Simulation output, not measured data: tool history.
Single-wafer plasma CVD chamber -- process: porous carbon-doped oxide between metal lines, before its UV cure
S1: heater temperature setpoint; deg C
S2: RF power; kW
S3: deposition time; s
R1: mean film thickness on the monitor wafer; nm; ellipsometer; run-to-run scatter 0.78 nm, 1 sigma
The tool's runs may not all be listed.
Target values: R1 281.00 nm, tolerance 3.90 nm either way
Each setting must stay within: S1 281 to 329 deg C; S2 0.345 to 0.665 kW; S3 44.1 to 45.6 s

Run 1, hour 0.0: S1 305 deg C, S2 0.505 kW, S3 44.1 s. Result: R1 234.40 nm.
Run 2, hour 4.9: S1 305 deg C, S2 0.570 kW, S3 44.1 s. Result: R1 252.87 nm.
Run 3, hour 9.9: S1 301 deg C, S2 0.570 kW, S3 44.1 s. Result: R1 257.80 nm.
Run 4, hour 15.7: S1 292 deg C, S2 0.570 kW, S3 44.1 s. Result: R1 274.83 nm.
Run 5, hour 19.2: S1 292 deg C, S2 0.505 kW, S3 44.1 s. Result: R1 256.53 nm.
Run 6, hour 26.9: S1 290 deg C, S2 0.510 kW, S3 44.1 s. Result: R1 260.66 nm.
Run 7, hour 28.0: S1 288 deg C, S2 0.515 kW, S3 44.1 s. Result: R1 266.93 nm.
At hour 33.6: thermocouple changed; heater temperature recalibrated.
Run 8, hour 33.6: S1 287 deg C, S2 0.515 kW, S3 44.1 s. Result: R1 260.29 nm.
Run 9, hour 34.4: S1 286 deg C, S2 0.525 kW, S3 44.1 s. Result: R1 265.09 nm.

5 candidate next runs follow, results not yet known. Just one meets every target within its allowed miss. Identify it.
Run A, hour 35.2: S1 292 deg C, S2 0.625 kW, S3 44.9 s. Result: R1 ?.
Run B, hour 35.2: S1 281 deg C, S2 0.580 kW, S3 44.1 s. Result: R1 ?.
Run C, hour 35.2: S1 281 deg C, S2 0.555 kW, S3 45.2 s. Result: R1 ?.
Run D, hour 35.2: S1 286 deg C, S2 0.580 kW, S3 44.1 s. Result: R1 ?.
Run E, hour 35.2: S1 281 deg C, S2 0.545 kW, S3 45.4 s. Result: R1 ?.

move      R1
   A  286.78
   B  291.40
   C  290.77
   D  281.07
   E  288.82
A: pushes the last run's worst result past its target
B: pushes the last run's worst result past its target
C: pushes the last run's worst result past its target
D: in spec on every target
E: pushes the last run's worst result past its target
So the answer is move D, the one that meets all the targets.

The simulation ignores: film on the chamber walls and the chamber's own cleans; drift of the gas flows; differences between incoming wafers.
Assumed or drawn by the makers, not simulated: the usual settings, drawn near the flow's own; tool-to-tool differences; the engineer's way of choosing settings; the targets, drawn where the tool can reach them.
